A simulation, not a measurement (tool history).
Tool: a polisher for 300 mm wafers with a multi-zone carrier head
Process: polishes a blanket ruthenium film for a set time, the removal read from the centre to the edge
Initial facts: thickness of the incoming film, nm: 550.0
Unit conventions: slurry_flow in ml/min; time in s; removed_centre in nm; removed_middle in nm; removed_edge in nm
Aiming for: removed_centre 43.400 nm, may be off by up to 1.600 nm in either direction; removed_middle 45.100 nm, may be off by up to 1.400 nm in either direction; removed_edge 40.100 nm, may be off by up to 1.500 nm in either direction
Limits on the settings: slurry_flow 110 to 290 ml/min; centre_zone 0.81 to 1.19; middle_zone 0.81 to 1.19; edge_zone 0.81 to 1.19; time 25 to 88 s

run 1 hour=0.0 | slurry_flow=185 centre_zone=1.00 middle_zone=1.00 edge_zone=1.00 time=56 | removed_centre=67.675 removed_middle=66.718 removed_edge=66.238
run 2 hour=0.8 | slurry_flow=185 centre_zone=1.00 middle_zone=1.00 edge_zone=1.00 time=70 | removed_centre=86.526 removed_middle=83.165 removed_edge=83.064
run 3 hour=5.0 | slurry_flow=185 centre_zone=1.00 middle_zone=1.00 edge_zone=0.96 time=60 | removed_centre=73.198 removed_middle=71.684 removed_edge=70.377
run 4 hour=12.2 | slurry_flow=185 centre_zone=1.01 middle_zone=1.01 edge_zone=0.94 time=51 | removed_centre=62.498 removed_middle=61.047 removed_edge=58.584
run 5 hour=15.6 | slurry_flow=180 centre_zone=1.00 middle_zone=1.02 edge_zone=0.92 time=46 | removed_centre=56.024 removed_middle=55.313 removed_edge=52.556
run 6 hour=22.8 | slurry_flow=155 centre_zone=1.00 middle_zone=1.02 edge_zone=0.92 time=46 | removed_centre=53.878 removed_middle=54.709 removed_edge=51.514
run 7 hour=23.9 | slurry_flow=150 centre_zone=1.00 middle_zone=1.02 edge_zone=0.90 time=43 | removed_centre=50.203 removed_middle=50.702 removed_edge=46.477
run 8 hour=25.8 | slurry_flow=150 centre_zone=1.00 middle_zone=1.02 edge_zone=0.90 time=43 | removed_centre=49.950 removed_middle=50.523 removed_edge=48.200
run 9 hour=32.6 | slurry_flow=150 centre_zone=1.00 middle_zone=1.03 edge_zone=0.88 time=41 | removed_centre=48.056 removed_middle=48.593 removed_edge=44.236
run 10 hour=34.1 | slurry_flow=145 centre_zone=0.99 middle_zone=1.03 edge_zone=0.86 time=41 | removed_centre=46.783 removed_middle=47.694 removed_edge=43.147

Exactly one of the 4 candidate moves below puts every result within its allowed miss. Which one?
run A hour=35.6 | slurry_flow=110 centre_zone=0.98 middle_zone=1.08 edge_zone=0.95 time=40 | removed_centre=? removed_middle=? removed_edge=?
run B hour=35.6 | slurry_flow=155 centre_zone=0.90 middle_zone=1.08 edge_zone=0.82 time=40 | removed_centre=? removed_middle=? removed_edge=?
run C hour=35.6 | slurry_flow=170 centre_zone=1.14 middle_zone=1.09 edge_zone=0.81 time=38 | removed_centre=? removed_middle=? removed_edge=?
run D hour=35.6 | slurry_flow=110 centre_zone=1.07 middle_zone=1.11 edge_zone=0.90 time=39 | removed_centre=? removed_middle=? removed_edge=?

move=A removed_centre=41.242 removed_middle=45.838 removed_edge=42.770
move=B removed_centre=42.239 removed_middle=50.139 removed_edge=42.568
move=C removed_centre=50.949 removed_middle=48.839 removed_edge=40.752
move=D removed_centre=43.618 removed_middle=45.736 removed_edge=40.650
A: carries the result that was furthest off beyond its target, to the other side
B: the worst result of the last run now meets its target, but another is out of spec
C: its largest miss is bigger than the last run's
D: every result within its allowed miss
The right move is D.
